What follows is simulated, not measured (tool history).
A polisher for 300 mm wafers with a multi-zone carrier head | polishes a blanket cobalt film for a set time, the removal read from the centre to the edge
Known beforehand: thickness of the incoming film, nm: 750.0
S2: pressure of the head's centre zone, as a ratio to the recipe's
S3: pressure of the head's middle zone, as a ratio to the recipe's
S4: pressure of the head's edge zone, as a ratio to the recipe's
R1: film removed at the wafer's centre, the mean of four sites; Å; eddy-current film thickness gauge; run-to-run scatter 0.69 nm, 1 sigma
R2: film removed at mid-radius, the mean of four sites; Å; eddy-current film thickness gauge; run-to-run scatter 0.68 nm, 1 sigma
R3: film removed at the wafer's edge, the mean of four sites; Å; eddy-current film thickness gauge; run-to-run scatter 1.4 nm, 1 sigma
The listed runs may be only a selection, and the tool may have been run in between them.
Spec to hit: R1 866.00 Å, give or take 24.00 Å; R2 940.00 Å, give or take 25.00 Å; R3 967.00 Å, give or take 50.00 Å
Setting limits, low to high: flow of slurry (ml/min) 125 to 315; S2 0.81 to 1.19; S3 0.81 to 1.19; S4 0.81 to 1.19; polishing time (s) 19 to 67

{"run": 1, "day": 0.0, "flow of slurry (ml/min)": 205, "S2": 1.0, "S3": 1.0, "S4": 1.0, "polishing time (s)": 43, "R1": 1561.8, "R2": 1568.4, "R3": 1546.9}
{"run": 2, "day": 0.162, "flow of slurry (ml/min)": 195, "S2": 0.96, "S3": 0.97, "S4": 0.97, "polishing time (s)": 39, "R1": 1352.3, "R2": 1376.7, "R3": 1369.2}
{"run": 3, "day": 0.304, "flow of slurry (ml/min)": 195, "S2": 1.02, "S3": 0.97, "S4": 0.97, "polishing time (s)": 39, "R1": 1441.3, "R2": 1365.5, "R3": 1395.3}
{"run": 4, "day": 0.367, "flow of slurry (ml/min)": 185, "S2": 0.97, "S3": 0.95, "S4": 0.95, "polishing time (s)": 36, "R1": 1248.1, "R2": 1242.7, "R3": 1284.2}
{"run": 5, "day": 0.625, "flow of slurry (ml/min)": 185, "S2": 0.97, "S3": 1.03, "S4": 0.95, "polishing time (s)": 36, "R1": 1254.6, "R2": 1336.5, "R3": 1229.4}
{"run": 6, "day": 0.679, "flow of slurry (ml/min)": 185, "S2": 0.97, "S3": 1.03, "S4": 1.0, "polishing time (s)": 36, "R1": 1247.6, "R2": 1314.5, "R3": 1265.1}
{"run": 7, "day": 0.704, "flow of slurry (ml/min)": 180, "S2": 0.94, "S3": 1.0, "S4": 0.98, "polishing time (s)": 33, "R1": 1107.5, "R2": 1173.9, "R3": 1173.5}
{"run": 8, "day": 1.004, "flow of slurry (ml/min)": 175, "S2": 0.92, "S3": 0.98, "S4": 0.95, "polishing time (s)": 31, "R1": 1019.7, "R2": 1081.1, "R3": 1054.0}
{"run": 9, "day": 1.054, "flow of slurry (ml/min)": 165, "S2": 0.9, "S3": 0.96, "S4": 0.94, "polishing time (s)": 31, "R1": 991.69, "R2": 1054.9, "R3": 1067.3}
{"run": 10, "day": 1.325, "flow of slurry (ml/min)": 160, "S2": 0.88, "S3": 0.94, "S4": 0.92, "polishing time (s)": 31, "R1": 946.73, "R2": 1035.2, "R3": 1068.6}
{"run": 11, "day": 1.621, "flow of slurry (ml/min)": 160, "S2": 0.88, "S3": 0.93, "S4": 0.9, "polishing time (s)": 30, "R1": 934.23, "R2": 993.88, "R3": 1017.5}
{"run": 12, "day": 1.962, "flow of slurry (ml/min)": 155, "S2": 0.87, "S3": 0.92, "S4": 0.89, "polishing time (s)": 30, "R1": 929.86, "R2": 973.35, "R3": 1021.3}
{"run": 13, "day": 2.042, "flow of slurry (ml/min)": 150, "S2": 0.86, "S3": 0.92, "S4": 0.88, "polishing time (s)": 30, "R1": 895.36, "R2": 968.05, "R3": 1022.8}
{"run": 14, "day": 2.354, "flow of slurry (ml/min)": 150, "S2": 0.86, "S3": 0.92, "S4": 0.87, "polishing time (s)": 30, "R1": 894.59, "R2": 969.17, "R3": 1004.2}
{"run": 15, "day": 2.608, "flow of slurry (ml/min)": 145, "S2": 0.86, "S3": 0.92, "S4": 0.86, "polishing time (s)": 30, "R1": 894.81, "R2": 969.77, "R3": 998.68}
{"run": 16, "day": 2.788, "flow of slurry (ml/min)": 145, "S2": 0.86, "S3": 0.92, "S4": 0.85, "polishing time (s)": 30, "R1": 894.28, "R2": 957.08, "R3": 1007.1}
{"run": 17, "day": 2.942, "flow of slurry (ml/min)": 145, "S2": 0.86, "S3": 0.92, "S4": 0.85, "polishing time (s)": 30, "R1": 893.9, "R2": 959.86, "R3": 974.21}

Which single option among these 4 for the next run brings every result within its allowed miss of target? Just one does.
{"run": "A", "day": 3.096, "flow of slurry (ml/min)": 175, "S2": 0.87, "S3": 1.02, "S4": 0.81, "polishing time (s)": 26, "R1": "?", "R2": "?", "R3": "?"}
{"run": "B", "day": 3.096, "flow of slurry (ml/min)": 140, "S2": 0.91, "S3": 0.92, "S4": 0.87, "polishing time (s)": 29, "R1": "?", "R2": "?", "R3": "?"}
{"run": "C", "day": 3.096, "flow of slurry (ml/min)": 215, "S2": 0.94, "S3": 1.1, "S4": 0.81, "polishing time (s)": 25, "R1": "?", "R2": "?", "R3": "?"}
{"run": "D", "day": 3.096, "flow of slurry (ml/min)": 170, "S2": 0.84, "S3": 0.91, "S4": 0.82, "polishing time (s)": 29, "R1": "?", "R2": "?", "R3": "?"}

move=A R1=806.56 R2=931.26 R3=864.96
move=B R1=898.46 R2=918.37 R3=957.09
move=C R1=858.19 R2=981.85 R3=848.20
move=D R1=867.05 R2=939.88 R3=965.85
A: the result that was furthest off in the last run now lies on the other side of its target
B: further off than the last run
C: meets the target for the result that was furthest off, but another lies outside its allowed miss
D: every result lands within tolerance
Correct choice: D, which meets every target
